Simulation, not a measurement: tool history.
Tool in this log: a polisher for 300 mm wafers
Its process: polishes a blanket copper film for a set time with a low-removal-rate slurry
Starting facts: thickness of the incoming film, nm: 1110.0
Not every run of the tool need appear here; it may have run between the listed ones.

run,hour,flow of slurry (ml/min),pressure of the wafer on the pad (psi),speed of the pad under the wafer (cm/s),abrasive content of the slurry,polishing time (s),film removed (nm)
1,0.0,280,1.7,114,1.0,41,87.920
2,7.7,280,1.7,104,1.0,41,82.292
3,16.5,280,2.0,106,1.0,41,97.676
4,19.2,280,2.3,106,1.0,41,111.780
5,28.0,280,2.3,84,1.0,41,90.925
6,36.9,280,2.3,84,1.0,41,89.059
7,43.6,280,2.4,94,1.0,41,106.230
8,44.8,280,2.5,98,1.0,41,111.960
9,48.1,280,2.6,104,1.0,41,124.810
10,50.2,280,2.6,108,1.0,41,130.980

Forecast run 11:
11,55.9,280,2.6,110,1.0,41,?

Run 11 measured film removed (nm) 129.210.
